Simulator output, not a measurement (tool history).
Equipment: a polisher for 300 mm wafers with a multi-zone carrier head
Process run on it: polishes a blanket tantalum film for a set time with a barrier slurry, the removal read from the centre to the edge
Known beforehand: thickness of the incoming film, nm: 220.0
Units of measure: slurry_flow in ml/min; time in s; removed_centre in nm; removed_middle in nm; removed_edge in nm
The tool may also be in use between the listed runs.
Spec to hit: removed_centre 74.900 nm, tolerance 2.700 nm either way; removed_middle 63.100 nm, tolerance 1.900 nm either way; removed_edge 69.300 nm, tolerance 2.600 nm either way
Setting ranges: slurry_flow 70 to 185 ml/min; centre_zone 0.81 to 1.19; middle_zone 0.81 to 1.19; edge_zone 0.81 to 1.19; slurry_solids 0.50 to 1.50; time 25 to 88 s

run  hour  slurry_flow  centre_zone  middle_zone  edge_zone  slurry_solids  time  removed_centre  removed_middle  removed_edge
  1   0.0          120         1.00         1.00       1.00           1.00    56          55.728          57.019        58.459
  2   5.7          125         1.02         1.00       1.02           1.00    56          57.976          58.759        59.979
  3  12.8          125         1.02         1.05       1.02           1.00    56          58.900          59.826        59.518
  4  20.9          125         1.02         1.12       1.02           1.00    56          57.913          62.651        59.023
  5  27.4          125         1.02         1.12       0.97           1.00    56          57.739          64.098        57.277
  6  32.6          125         1.02         1.12       0.97           1.10    56          59.639          65.812        59.902
  7  39.4          130         1.03         1.10       0.99           1.10    56          61.242          65.170        60.591
  8  48.2          135         1.04         1.08       1.01           1.10    56          61.947          63.863        60.987
  9  49.2          140         1.05         1.07       1.03           1.10    56          61.800          64.336        61.839

Pick the move, out of 5, that brings all results within their allowed miss; only one does.
  A  50.2          155         1.19         0.99       0.97           1.20    56               ?               ?             ?
  B  50.2          105         1.17         0.88       1.06           1.20    63               ?               ?             ?
  C  50.2          100         1.18         0.95       1.09           1.15    64               ?               ?             ?
  D  50.2           95         1.07         0.81       1.11           1.20    67               ?               ?             ?
  E  50.2          125         1.02         0.81       1.19           1.15    62               ?               ?             ?

move  removed_centre  removed_middle  removed_edge
   A          74.737          63.665        61.574
   B          74.828          60.278        68.047
   C          74.762          63.188        68.672
   D          70.393          58.824        72.685
   E          66.642          57.853        72.382
A: gets the furthest-off result to its target, but another result is out of tolerance
B: gets the furthest-off result to its target, but another result is out of tolerance
C: in spec on every target
D: nearer than the last run, and not there yet
E: nearer than the last run, and not there yet
Go with C: it meets all targets.
